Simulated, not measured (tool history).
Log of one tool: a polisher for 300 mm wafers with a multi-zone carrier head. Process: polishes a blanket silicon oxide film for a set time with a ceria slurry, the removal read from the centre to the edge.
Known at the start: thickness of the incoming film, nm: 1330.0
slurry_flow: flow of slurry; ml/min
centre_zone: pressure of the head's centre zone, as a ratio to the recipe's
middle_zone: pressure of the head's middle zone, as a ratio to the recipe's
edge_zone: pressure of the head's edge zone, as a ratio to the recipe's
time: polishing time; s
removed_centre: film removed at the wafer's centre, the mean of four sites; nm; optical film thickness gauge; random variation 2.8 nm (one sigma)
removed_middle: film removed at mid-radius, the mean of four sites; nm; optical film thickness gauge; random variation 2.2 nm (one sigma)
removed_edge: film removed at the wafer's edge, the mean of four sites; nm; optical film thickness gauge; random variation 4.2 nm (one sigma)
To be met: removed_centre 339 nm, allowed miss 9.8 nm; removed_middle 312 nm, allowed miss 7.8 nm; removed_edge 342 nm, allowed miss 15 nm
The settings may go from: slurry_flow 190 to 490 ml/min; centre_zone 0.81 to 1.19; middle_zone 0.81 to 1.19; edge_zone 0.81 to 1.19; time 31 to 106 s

Run 1, hour 0: slurry_flow 315 ml/min, centre_zone 1, middle_zone 1, edge_zone 1, time 68 s. Result: removed_centre 241.16 nm, removed_middle 268.68 nm, removed_edge 272.98 nm.
Run 2, hour 7.8: slurry_flow 315 ml/min, centre_zone 1, middle_zone 1, edge_zone 1.06, time 68 s. Result: removed_centre 239.97 nm, removed_middle 267.03 nm, removed_edge 289.12 nm.
Run 3, hour 11.3: slurry_flow 315 ml/min, centre_zone 1, middle_zone 1.04, edge_zone 1.06, time 68 s. Result: removed_centre 241.02 nm, removed_middle 273.68 nm, removed_edge 286.43 nm.
Run 4, hour 20: slurry_flow 315 ml/min, centre_zone 0.94, middle_zone 1.04, edge_zone 1.06, time 68 s. Result: removed_centre 225.22 nm, removed_middle 278.31 nm, removed_edge 280.67 nm.
Run 5, hour 27.8: slurry_flow 315 ml/min, centre_zone 0.94, middle_zone 0.98, edge_zone 1.06, time 68 s. Result: removed_centre 225.53 nm, removed_middle 265.66 nm, removed_edge 280.97 nm.
Run 6, hour 36.4: slurry_flow 330 ml/min, centre_zone 1, middle_zone 1, edge_zone 1.05, time 70 s. Result: removed_centre 246.99 nm, removed_middle 278.69 nm, removed_edge 288.72 nm.
Run 7, hour 39.1: slurry_flow 320 ml/min, centre_zone 1.04, middle_zone 1, edge_zone 1.05, time 72 s. Result: removed_centre 262.8 nm, removed_middle 284.58 nm, removed_edge 299.03 nm.
Run 8, hour 45.9: slurry_flow 325 ml/min, centre_zone 1.08, middle_zone 0.99, edge_zone 1.05, time 74 s. Result: removed_centre 282.67 nm, removed_middle 291.13 nm, removed_edge 315.53 nm.
Run 9, hour 49: slurry_flow 335 ml/min, centre_zone 1.11, middle_zone 0.99, edge_zone 1.05, time 75 s. Result: removed_centre 293.83 nm, removed_middle 298.93 nm, removed_edge 317.18 nm.
Run 10, hour 54.3: slurry_flow 340 ml/min, centre_zone 1.13, middle_zone 0.98, edge_zone 1.05, time 76 s. Result: removed_centre 305.91 nm, removed_middle 294.67 nm, removed_edge 321.46 nm.
At hour 59.1: centre zone pressure recalibrated.
Run 11, hour 59.1: slurry_flow 345 ml/min, centre_zone 1.14, middle_zone 0.99, edge_zone 1.06, time 77 s. Result: removed_centre 352.33 nm, removed_middle 302.02 nm, removed_edge 322.18 nm.
Run 12, hour 66.2: slurry_flow 330 ml/min, centre_zone 1.14, middle_zone 0.99, edge_zone 1.07, time 78 s. Result: removed_centre 358.31 nm, removed_middle 304.37 nm, removed_edge 333.58 nm.
Run 13, hour 74.8: slurry_flow 345 ml/min, centre_zone 1.13, middle_zone 0.99, edge_zone 1.08, time 78 s. Result: removed_centre 357.09 nm, removed_middle 305.28 nm, removed_edge 331.45 nm.
Run 14, hour 77.8: slurry_flow 330 ml/min, centre_zone 1.13, middle_zone 0.99, edge_zone 1.08, time 78 s. Result: removed_centre 359.19 nm, removed_middle 309.37 nm, removed_edge 335.58 nm.

Which of these 4 next moves meets every target?
Run A, hour 80.8: slurry_flow 380 ml/min, centre_zone 1.14, middle_zone 1.02, edge_zone 1.09, time 78 s. Result: removed_centre ?, removed_middle ?, removed_edge ?.
Run B, hour 80.8: slurry_flow 315 ml/min, centre_zone 1.01, middle_zone 0.85, edge_zone 1.04, time 84 s. Result: removed_centre ?, removed_middle ?, removed_edge ?.
Run C, hour 80.8: slurry_flow 260 ml/min, centre_zone 1.09, middle_zone 0.92, edge_zone 1.02, time 81 s. Result: removed_centre ?, removed_middle ?, removed_edge ?.
Run D, hour 80.8: slurry_flow 310 ml/min, centre_zone 1.04, middle_zone 0.95, edge_zone 1.04, time 82 s. Result: removed_centre ?, removed_middle ?, removed_edge ?.

move  removed_centre  removed_middle  removed_edge
   A          366.66          317.31        336.91
   B          343.98          291.25        351.59
   C          352.22          294.46        331.59
   D          345.61           310.4        342.45
A: further off than the last run
B: brings the result that was furthest off to its target, and leaves another outside
C: further off than the last run
D: meets every target
Move D is the one to make.

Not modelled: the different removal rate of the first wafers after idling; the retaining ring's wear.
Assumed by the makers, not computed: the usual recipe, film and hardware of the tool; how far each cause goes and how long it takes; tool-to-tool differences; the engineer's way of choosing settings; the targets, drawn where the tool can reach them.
